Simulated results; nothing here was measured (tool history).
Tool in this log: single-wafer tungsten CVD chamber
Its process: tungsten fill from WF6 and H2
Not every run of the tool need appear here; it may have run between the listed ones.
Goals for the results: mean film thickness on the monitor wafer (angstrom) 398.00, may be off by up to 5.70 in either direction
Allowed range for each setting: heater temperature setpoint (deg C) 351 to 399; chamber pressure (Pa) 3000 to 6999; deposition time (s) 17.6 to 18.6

run	hour	heater temperature setpoint (deg C)	chamber pressure (Pa)	deposition time (s)	mean film thickness on the monitor wafer (angstrom)
1	0.0	375	5000	18.6	325.47
2	6.0	378	5000	18.6	349.03
3	7.2	380	5000	18.6	366.21
4	14.6	380	4466	18.6	348.05
5	20.1	382	4466	18.6	360.63
6	27.7	377	4466	18.6	322.53
7	33.9	380	4466	18.6	343.28
8	35.6	380	4466	18.6	344.04
# hour 39.3: capacitance manometer re-zeroed and calibrated
9	39.3	382	4466	18.6	379.36
10	42.9	383	4466	18.6	385.12

Pick the move, out of 4, that brings all results within their allowed miss; only one does.
A	46.5	382	4746	17.6	?
B	46.5	383	4293	18.6	?
C	46.5	393	3120	18.3	?
D	46.5	383	4786	18.5	?

move	mean film thickness on the monitor wafer (angstrom)
A	370.35
B	378.89
C	385.53
D	400.15
A: the biggest miss grows against the last run
B: the biggest miss grows against the last run
C: neither nearer nor further off than the last run
D: all results in spec
So the answer is move D, the one that meets all the targets.

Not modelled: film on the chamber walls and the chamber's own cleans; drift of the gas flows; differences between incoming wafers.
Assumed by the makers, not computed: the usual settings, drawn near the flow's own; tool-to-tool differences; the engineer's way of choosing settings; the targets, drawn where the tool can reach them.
